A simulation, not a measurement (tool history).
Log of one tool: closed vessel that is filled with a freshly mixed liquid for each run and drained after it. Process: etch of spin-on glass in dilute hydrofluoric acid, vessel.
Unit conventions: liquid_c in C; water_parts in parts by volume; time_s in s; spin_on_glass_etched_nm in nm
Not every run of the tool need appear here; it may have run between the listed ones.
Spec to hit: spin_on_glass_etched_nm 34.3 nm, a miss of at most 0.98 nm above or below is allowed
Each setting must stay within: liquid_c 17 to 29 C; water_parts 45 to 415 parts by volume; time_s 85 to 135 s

run	hour	liquid_c	water_parts	time_s	spin_on_glass_etched_nm
1	0	21	230	135	19.659
2	7.7	19	230	135	18.17
3	13.1	19	230	135	18.273
4	21.6	17	230	135	16.73
5	29.5	17	305	135	11.92
6	32.7	17	305	85	7.4977
7	36.4	19	280	85	9.0171
8	43.5	19	245	85	10.798
9	48.3	23	155	90	22.776

Of the 5 settings listed for the next run, only one would bring every result within its allowed miss of target. Which one?
A	53.1	23	155	110	?
B	53.1	20	245	115	?
C	53.1	19	215	130	?
D	53.1	22.5	140	130	?
E	53.1	24.5	150	125	?

move	spin_on_glass_etched_nm
A	27.973
B	15.062
C	19.21
D	36.504
E	34.985
A: closer than the last run, but not yet in spec
B: further off than the last run
C: further off than the last run
D: takes the result that was furthest off past its target
E: each result inside its tolerance
Go with E: it meets all targets.
